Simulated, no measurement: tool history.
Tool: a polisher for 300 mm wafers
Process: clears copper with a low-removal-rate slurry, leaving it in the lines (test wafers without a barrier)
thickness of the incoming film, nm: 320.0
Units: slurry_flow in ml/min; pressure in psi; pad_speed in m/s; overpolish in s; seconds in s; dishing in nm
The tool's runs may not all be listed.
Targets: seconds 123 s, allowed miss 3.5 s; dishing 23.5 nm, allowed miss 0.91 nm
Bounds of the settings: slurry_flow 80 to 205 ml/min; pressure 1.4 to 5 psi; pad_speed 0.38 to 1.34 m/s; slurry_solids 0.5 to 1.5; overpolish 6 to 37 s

run,hour,slurry_flow,pressure,pad_speed,slurry_solids,overpolish,seconds,dishing
1,0,135,3.2,0.86,1,19,123.31,32.565
2,1,135,4,0.86,1,19,103.02,37.23
3,8.4,135,3.9,0.86,1,18,108.29,35.717
4,10.1,135,3.8,0.86,1,17,107,33.679
5,15,135,3.5,0.86,1,17,115.59,31.198
6,22.5,135,3.5,0.86,0.85,17,120.84,30.6
7,28,135,3.5,0.86,0.85,16,122.32,28.476
8,29.8,135,3.5,0.86,0.85,14,121.4,25.94

5 next moves are on the table. One of them brings every result within its allowed miss. Which?
A,31.6,140,2.7,1.04,0.9,13,?,?
B,31.6,140,3.5,0.74,0.9,15,?,?
C,31.6,145,3.3,0.76,0.95,14,?,?
D,31.6,150,3,0.9,0.85,15,?,?
E,31.6,120,3.3,1,0.7,15,?,?

move,seconds,dishing
A,124.28,23.639
B,132.47,25.51
C,132.72,23.931
D,129.27,25.961
E,124.07,26.974
A: meets every target
B: as far off as the last run
C: brings the result that was furthest off to its target, and leaves another outside
D: as far off as the last run
E: further off than the last run
Move A is the one to make.
